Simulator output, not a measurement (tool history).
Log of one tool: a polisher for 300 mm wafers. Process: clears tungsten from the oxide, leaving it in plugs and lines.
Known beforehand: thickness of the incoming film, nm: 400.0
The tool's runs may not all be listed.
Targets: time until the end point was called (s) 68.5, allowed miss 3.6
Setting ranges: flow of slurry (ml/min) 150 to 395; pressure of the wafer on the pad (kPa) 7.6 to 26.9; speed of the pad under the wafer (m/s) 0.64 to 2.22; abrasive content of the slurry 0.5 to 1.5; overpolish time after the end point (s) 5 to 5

run  hour  flow of slurry (ml/min)  pressure of the wafer on the pad (kPa)  speed of the pad under the wafer (m/s)  abrasive content of the slurry  overpolish time after the end point (s)  time until the end point was called (s)
  1     0                      250                                    17.2                                    1.42                               1                                        5                                   96.824
  2   3.8                      250                                    17.9                                    1.42                               1                                        5                                   95.086
  3   4.6                      250                                    18.6                                    1.42                               1                                        5                                   90.949
  4   5.4                      250                                    18.6                                    1.42                               1                                        5                                   88.982
      6.8  -- head pressure recalibrated
  5   6.8                      250                                    19.3                                    1.42                               1                                        5                                   91.696
  6  10.9                      250                                    22.1                                    1.42                               1                                        5                                    82.37
  7  12.2                      250                                    22.8                                    1.42                               1                                        5                                   80.566
  8  13.3                      250                                    23.4                                    1.42                               1                                        5                                   79.104
  9  14.9                      250                                    24.1                                    1.42                               1                                        5                                   76.511
 10  21.2                      250                                    25.5                                    1.44                               1                                        5                                   73.109

4 candidate next runs follow, results not yet known. Just one meets every target within its allowed miss. Identify it.
  A  27.5                      250                                    26.9                                    1.66                             0.9                                        5                                        ?
  B  27.5                      205                                    23.4                                    1.66                            1.05                                        5                                        ?
  C  27.5                      310                                    23.4                                    1.84                               1                                        5                                        ?
  D  27.5                      305                                    26.9                                     1.6                            1.05                                        5                                        ?

move  time until the end point was called (s)
   A                                   61.598
   B                                   67.042
   C                                   59.419
   D                                   59.801
A: the result that was furthest off in the last run now lies on the other side of its target
B: every result within its allowed miss
C: the result that was furthest off in the last run now lies on the other side of its target
D: the result that was furthest off in the last run now lies on the other side of its target
The right move is B.

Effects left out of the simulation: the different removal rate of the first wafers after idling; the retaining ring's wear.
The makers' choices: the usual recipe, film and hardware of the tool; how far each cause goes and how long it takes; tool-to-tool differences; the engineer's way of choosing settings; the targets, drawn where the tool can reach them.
